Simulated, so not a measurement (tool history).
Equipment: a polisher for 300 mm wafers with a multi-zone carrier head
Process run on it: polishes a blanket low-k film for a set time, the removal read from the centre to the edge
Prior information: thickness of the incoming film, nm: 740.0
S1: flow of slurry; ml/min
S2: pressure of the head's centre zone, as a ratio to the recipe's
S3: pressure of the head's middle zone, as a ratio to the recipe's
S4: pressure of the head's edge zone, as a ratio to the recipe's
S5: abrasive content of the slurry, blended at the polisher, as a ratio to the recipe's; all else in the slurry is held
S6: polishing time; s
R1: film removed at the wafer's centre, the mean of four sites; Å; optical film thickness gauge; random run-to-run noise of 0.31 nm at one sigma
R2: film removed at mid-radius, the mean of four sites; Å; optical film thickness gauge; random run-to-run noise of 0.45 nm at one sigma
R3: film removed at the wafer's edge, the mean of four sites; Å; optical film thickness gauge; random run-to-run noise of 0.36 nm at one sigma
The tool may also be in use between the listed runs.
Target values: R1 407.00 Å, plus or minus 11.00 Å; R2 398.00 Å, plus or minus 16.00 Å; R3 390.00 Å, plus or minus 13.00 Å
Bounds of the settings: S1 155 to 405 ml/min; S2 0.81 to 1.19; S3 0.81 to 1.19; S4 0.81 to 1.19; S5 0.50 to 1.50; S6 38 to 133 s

{"run": 1, "hour": 0.0, "S1": 260, "S2": 1.0, "S3": 1.0, "S4": 1.0, "S5": 1.0, "S6": 85, "R1": 307.64, "R2": 314.16, "R3": 312.73}
{"run": 2, "hour": 6.9, "S1": 260, "S2": 1.0, "S3": 0.97, "S4": 1.0, "S5": 1.0, "S6": 85, "R1": 307.21, "R2": 298.83, "R3": 314.01}
{"run": 3, "hour": 7.6, "S1": 260, "S2": 1.0, "S3": 0.97, "S4": 1.0, "S5": 1.0, "S6": 67, "R1": 244.26, "R2": 240.08, "R3": 248.81}
{"run": 4, "hour": 15.7, "S1": 265, "S2": 1.02, "S3": 0.99, "S4": 1.02, "S5": 1.1, "S6": 69, "R1": 269.0, "R2": 258.0, "R3": 267.02}
{"run": 5, "hour": 22.3, "S1": 315, "S2": 1.02, "S3": 0.99, "S4": 1.02, "S5": 1.1, "S6": 69, "R1": 273.74, "R2": 266.05, "R3": 273.02}
{"run": 6, "hour": 28.5, "S1": 285, "S2": 1.02, "S3": 0.99, "S4": 1.02, "S5": 1.1, "S6": 69, "R1": 270.39, "R2": 262.71, "R3": 270.64}
{"run": 7, "hour": 34.4, "S1": 290, "S2": 1.03, "S3": 1.01, "S4": 1.04, "S5": 1.15, "S6": 71, "R1": 287.17, "R2": 279.54, "R3": 283.01}
{"run": 8, "hour": 37.1, "S1": 295, "S2": 1.03, "S3": 1.02, "S4": 1.05, "S5": 1.2, "S6": 73, "R1": 300.29, "R2": 295.56, "R3": 301.88}
{"run": 9, "hour": 40.2, "S1": 300, "S2": 1.04, "S3": 1.04, "S4": 1.06, "S5": 1.25, "S6": 74, "R1": 315.1, "R2": 305.49, "R3": 309.52}
{"run": 10, "hour": 42.6, "S1": 300, "S2": 1.04, "S3": 1.04, "S4": 1.06, "S5": 1.25, "S6": 74, "R1": 314.71, "R2": 305.31, "R3": 314.76}

Of the 5 settings listed for the next run, only one would bring every result within its allowed miss of target. Which one?
{"run": "A", "hour": 45.0, "S1": 300, "S2": 0.95, "S3": 1.19, "S4": 0.96, "S5": 1.4, "S6": 90, "R1": "?", "R2": "?", "R3": "?"}
{"run": "B", "hour": 45.0, "S1": 285, "S2": 1.02, "S3": 0.95, "S4": 1.17, "S5": 1.2, "S6": 53, "R1": "?", "R2": "?", "R3": "?"}
{"run": "C", "hour": 45.0, "S1": 315, "S2": 1.05, "S3": 1.05, "S4": 1.01, "S5": 1.35, "S6": 91, "R1": "?", "R2": "?", "R3": "?"}
{"run": "D", "hour": 45.0, "S1": 405, "S2": 1.13, "S3": 1.19, "S4": 0.81, "S5": 1.1, "S6": 98, "R1": "?", "R2": "?", "R3": "?"}
{"run": "E", "hour": 45.0, "S1": 340, "S2": 0.88, "S3": 0.81, "S4": 1.14, "S5": 1.35, "S6": 75, "R1": "?", "R2": "?", "R3": "?"}

move=A R1=367.10 R2=434.25 R3=384.60
move=B R1=215.75 R2=204.61 R3=233.47
move=C R1=406.40 R2=399.03 R3=394.62
move=D R1=440.20 R2=435.66 R3=355.29
move=E R1=282.19 R2=281.02 R3=348.30
A: an improvement on the last run, though not all results are within tolerance
B: the biggest miss grows against the last run
C: all results in spec
D: pushes the last run's worst result past its target
E: the biggest miss grows against the last run
C is the move that brings every result within its allowed miss.

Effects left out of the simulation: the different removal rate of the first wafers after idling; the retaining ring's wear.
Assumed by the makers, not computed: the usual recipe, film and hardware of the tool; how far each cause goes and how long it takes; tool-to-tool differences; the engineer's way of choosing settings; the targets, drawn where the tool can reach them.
